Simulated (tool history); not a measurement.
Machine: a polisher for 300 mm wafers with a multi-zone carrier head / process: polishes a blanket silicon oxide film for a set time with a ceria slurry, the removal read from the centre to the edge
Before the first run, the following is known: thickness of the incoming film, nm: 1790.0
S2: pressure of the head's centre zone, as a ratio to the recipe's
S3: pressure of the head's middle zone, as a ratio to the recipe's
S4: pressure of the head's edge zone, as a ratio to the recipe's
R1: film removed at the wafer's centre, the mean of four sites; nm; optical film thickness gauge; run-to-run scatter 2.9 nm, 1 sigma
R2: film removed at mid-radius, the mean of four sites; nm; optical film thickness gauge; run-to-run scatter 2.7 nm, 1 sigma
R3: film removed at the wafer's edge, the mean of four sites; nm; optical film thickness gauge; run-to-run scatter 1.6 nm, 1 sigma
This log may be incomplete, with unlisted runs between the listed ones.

run 1 day=0 | flow_of_slurry_(ml/min)=220 S2=1 S3=1 S4=1 polishing_time_(s)=75 | R1=305.29 R2=295.9 R3=295.49
run 2 day=0.217 | flow_of_slurry_(ml/min)=220 S2=1 S3=0.97 S4=1 polishing_time_(s)=75 | R1=306.12 R2=291.7 R3=295.08
run 3 day=0.304 | flow_of_slurry_(ml/min)=220 S2=1.01 S3=0.99 S4=0.98 polishing_time_(s)=73 | R1=298.33 R2=286.67 R3=283.86
run 4 day=0.371 | flow_of_slurry_(ml/min)=220 S2=1.02 S3=1 S4=0.96 polishing_time_(s)=72 | R1=301.29 R2=287.13 R3=276.48
run 5 day=0.633 | flow_of_slurry_(ml/min)=220 S2=1.02 S3=1.01 S4=0.94 polishing_time_(s)=71 | R1=290.96 R2=288.59 R3=271.19
run 6 day=0.95 | flow_of_slurry_(ml/min)=220 S2=1.03 S3=1.01 S4=0.93 polishing_time_(s)=70 | R1=292.95 R2=278.08 R3=267.08
run 7 day=0.996 | flow_of_slurry_(ml/min)=220 S2=1.04 S3=1.03 S4=0.92 polishing_time_(s)=69 | R1=290.24 R2=278.66 R3=262.91
run 8 day=1.146 | flow_of_slurry_(ml/min)=225 S2=1.05 S3=1.05 S4=0.91 polishing_time_(s)=68 | R1=289.3 R2=283.4 R3=261.45
run 9 day=1.438 | flow_of_slurry_(ml/min)=220 S2=1.06 S3=1.06 S4=0.9 polishing_time_(s)=67 | R1=285.72 R2=277.53 R3=253.58
run 10 day=1.629 | flow_of_slurry_(ml/min)=215 S2=1.07 S3=1.07 S4=0.89 polishing_time_(s)=66 | R1=286.29 R2=277.3 R3=247.15
run 11 day=1.846 | flow_of_slurry_(ml/min)=210 S2=1.07 S3=1.07 S4=0.88 polishing_time_(s)=66 | R1=287.81 R2=273.48 R3=245.22
run 12 day=2.196 | flow_of_slurry_(ml/min)=205 S2=1.07 S3=1.08 S4=0.87 polishing_time_(s)=66 | R1=281.61 R2=276.17 R3=242.99
run 13 day=2.529 | flow_of_slurry_(ml/min)=200 S2=1.07 S3=1.09 S4=0.86 polishing_time_(s)=66 | R1=282.12 R2=274.52 R3=242.89
run 14 day=2.762 | flow_of_slurry_(ml/min)=200 S2=1.07 S3=1.09 S4=0.86 polishing_time_(s)=66 | R1=278.7 R2=279.33 R3=239.7
run 15 day=2.817 | flow_of_slurry_(ml/min)=200 S2=1.07 S3=1.09 S4=0.86 polishing_time_(s)=66 | R1=278.16 R2=283.54 R3=238.73
run 16 day=3.15 | flow_of_slurry_(ml/min)=195 S2=1.07 S3=1.09 S4=0.85 polishing_time_(s)=66 | R1=274.41 R2=273.71 R3=239.02
run 17 day=3.508 | flow_of_slurry_(ml/min)=190 S2=1.08 S3=1.1 S4=0.85 polishing_time_(s)=65 | R1=272.22 R2=275.33 R3=235.19
run 18 day=3.85 | flow_of_slurry_(ml/min)=185 S2=1.09 S3=1.1 S4=0.85 polishing_time_(s)=65 | R1=280.67 R2=276.22 R3=238.22
run 19 day=3.958 | flow_of_slurry_(ml/min)=190 S2=1.09 S3=1.1 S4=0.85 polishing_time_(s)=64 | R1=272 R2=265.38 R3=232.62
run 20 day=4.258 | flow_of_slurry_(ml/min)=190 S2=1.09 S3=1.11 S4=0.85 polishing_time_(s)=63 | R1=269.56 R2=268.77 R3=226.58
run 21 day=4.596 | flow_of_slurry_(ml/min)=185 S2=1.09 S3=1.11 S4=0.85 polishing_time_(s)=63 | R1=263.59 R2=265.98 R3=230.39
run 22 day=4.904 | flow_of_slurry_(ml/min)=190 S2=1.09 S3=1.11 S4=0.85 polishing_time_(s)=63 | R1=263.7 R2=265.76 R3=227.45

Run 23 has not been measured yet. What should we expect?
run 23 day=5.242 | flow_of_slurry_(ml/min)=190 S2=1.12 S3=1.13 S4=0.83 polishing_time_(s)=62 | R1=? R2=? R3=?

{"run 23": {"R1": 271.69, "R2": 264.28, "R3": 221.7}}

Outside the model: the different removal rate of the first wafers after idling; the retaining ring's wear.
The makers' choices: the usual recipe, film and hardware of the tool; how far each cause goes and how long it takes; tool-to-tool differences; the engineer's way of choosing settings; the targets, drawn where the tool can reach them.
